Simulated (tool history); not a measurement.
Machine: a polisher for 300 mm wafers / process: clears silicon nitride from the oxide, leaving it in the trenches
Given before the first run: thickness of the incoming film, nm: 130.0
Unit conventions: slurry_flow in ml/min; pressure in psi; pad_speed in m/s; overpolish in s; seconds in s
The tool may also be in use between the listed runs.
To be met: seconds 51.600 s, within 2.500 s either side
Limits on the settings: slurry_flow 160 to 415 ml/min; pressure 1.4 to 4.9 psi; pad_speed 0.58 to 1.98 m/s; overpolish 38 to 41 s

{"run": 1, "hour": 0.0, "slurry_flow": 265, "pressure": 3.1, "pad_speed": 1.28, "overpolish": 38, "seconds": 83.406}
{"run": 2, "hour": 7.3, "slurry_flow": 265, "pressure": 3.4, "pad_speed": 1.28, "overpolish": 38, "seconds": 75.444}
{"run": 3, "hour": 14.5, "slurry_flow": 265, "pressure": 3.6, "pad_speed": 1.28, "overpolish": 38, "seconds": 72.27}
{"run": 4, "hour": 20.4, "slurry_flow": 265, "pressure": 3.1, "pad_speed": 1.28, "overpolish": 38, "seconds": 81.599}
{"run": 5, "hour": 22.8, "slurry_flow": 265, "pressure": 3.4, "pad_speed": 1.3, "overpolish": 38, "seconds": 74.727}
{"run": 6, "hour": 27.7, "slurry_flow": 265, "pressure": 3.4, "pad_speed": 1.3, "overpolish": 38, "seconds": 73.545}
{"run": 7, "hour": 33.0, "slurry_flow": 265, "pressure": 3.6, "pad_speed": 1.3, "overpolish": 38, "seconds": 69.297}
{"run": 8, "hour": 37.6, "slurry_flow": 265, "pressure": 3.8, "pad_speed": 1.3, "overpolish": 38, "seconds": 66.635}
{"run": 9, "hour": 41.7, "slurry_flow": 265, "pressure": 4.0, "pad_speed": 1.3, "overpolish": 38, "seconds": 62.835}
{"run": 10, "hour": 46.3, "slurry_flow": 265, "pressure": 4.1, "pad_speed": 1.3, "overpolish": 38, "seconds": 63.435}
{"run": 11, "hour": 51.5, "slurry_flow": 265, "pressure": 4.1, "pad_speed": 1.3, "overpolish": 38, "seconds": 62.219}
{"run": 12, "hour": 52.8, "slurry_flow": 265, "pressure": 4.2, "pad_speed": 1.3, "overpolish": 38, "seconds": 61.593}
{"run": 13, "hour": 60.9, "slurry_flow": 265, "pressure": 4.3, "pad_speed": 1.3, "overpolish": 38, "seconds": 57.89}

Exercise: of the 4 proposed moves below, exactly one satisfies all targets within the stated allowed misses. Which move is it?
{"run": "A", "hour": 69.0, "slurry_flow": 310, "pressure": 4.9, "pad_speed": 1.26, "overpolish": 41, "seconds": "?"}
{"run": "B", "hour": 69.0, "slurry_flow": 330, "pressure": 3.9, "pad_speed": 1.5, "overpolish": 40, "seconds": "?"}
{"run": "C", "hour": 69.0, "slurry_flow": 260, "pressure": 4.3, "pad_speed": 1.28, "overpolish": 40, "seconds": "?"}
{"run": "D", "hour": 69.0, "slurry_flow": 285, "pressure": 4.2, "pad_speed": 1.32, "overpolish": 40, "seconds": "?"}

move=A seconds=53.281
move=B seconds=57.440
move=C seconds=60.885
move=D seconds=60.169
A: every result within its allowed miss
B: gains on the last run, yet a result remains outside its allowed miss
C: misses by more than the last run did
D: misses by more than the last run did
The move that meets every target is A.

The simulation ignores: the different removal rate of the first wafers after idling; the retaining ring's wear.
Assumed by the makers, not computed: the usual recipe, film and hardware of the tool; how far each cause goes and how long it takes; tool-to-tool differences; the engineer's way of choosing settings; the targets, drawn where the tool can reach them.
